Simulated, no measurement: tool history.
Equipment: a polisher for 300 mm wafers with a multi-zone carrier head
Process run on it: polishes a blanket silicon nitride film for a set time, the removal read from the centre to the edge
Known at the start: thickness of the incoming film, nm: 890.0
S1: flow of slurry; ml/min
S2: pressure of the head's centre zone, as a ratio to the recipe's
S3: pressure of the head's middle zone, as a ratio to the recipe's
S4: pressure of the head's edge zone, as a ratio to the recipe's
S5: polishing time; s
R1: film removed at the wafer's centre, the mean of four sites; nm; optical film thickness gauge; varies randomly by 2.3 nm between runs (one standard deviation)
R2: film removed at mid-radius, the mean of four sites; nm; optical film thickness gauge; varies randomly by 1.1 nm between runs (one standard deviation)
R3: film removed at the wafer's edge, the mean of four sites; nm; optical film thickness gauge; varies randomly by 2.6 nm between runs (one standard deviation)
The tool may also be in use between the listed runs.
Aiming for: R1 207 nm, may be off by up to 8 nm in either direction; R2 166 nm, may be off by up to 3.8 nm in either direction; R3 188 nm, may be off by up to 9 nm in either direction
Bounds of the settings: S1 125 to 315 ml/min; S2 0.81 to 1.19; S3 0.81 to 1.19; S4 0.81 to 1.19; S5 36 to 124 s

run,hour,S1,S2,S3,S4,S5,R1,R2,R3
1,0,205,1,1,1,79,193,191.14,193.65
2,1.2,180,1,1,1,79,190.97,185.76,188.9
3,4.4,170,1.02,0.98,1.01,79,193.4,182.48,186.51
4,13.3,170,1.02,0.98,1.01,60,145.98,137.53,142.72
5,21.4,195,1.06,0.97,1.05,62,164.22,144.42,151.31
6,29.6,195,0.97,0.97,1.05,62,146.77,142.6,153.31
7,33.6,215,1,0.96,1.08,64,153.93,149.93,161.86
8,40.5,225,1.04,0.94,1.1,66,172.88,150.91,167.22
9,43.5,240,1.06,0.94,1.12,67,178.11,154.93,173.79
10,46.3,250,1.08,0.94,1.13,67,179.97,156.34,175.06
11,47,255,1.1,0.94,1.14,68,186.96,158.36,178.91
12,50.1,260,1.12,0.94,1.15,68,196.59,159.04,177.53

4 candidate next runs follow, results not yet known. Just one meets every target within its allowed miss. Identify it.
A,53.2,150,1.16,0.96,1.18,75,?,?,?
B,53.2,240,1.07,0.98,1.16,75,?,?,?
C,53.2,210,1.16,0.91,1.15,70,?,?,?
D,53.2,290,1.08,0.92,1.11,75,?,?,?

move,R1,R2,R3
A,209.69,168.31,190.74
B,205.09,180.61,196.49
C,204.37,156.24,180.88
D,211.05,174.43,194.84
A: all results land within tolerance of their targets
B: pushes the last run's worst result past its target
C: its largest miss is bigger than the last run's
D: pushes the last run's worst result past its target
The move that meets every target is A.
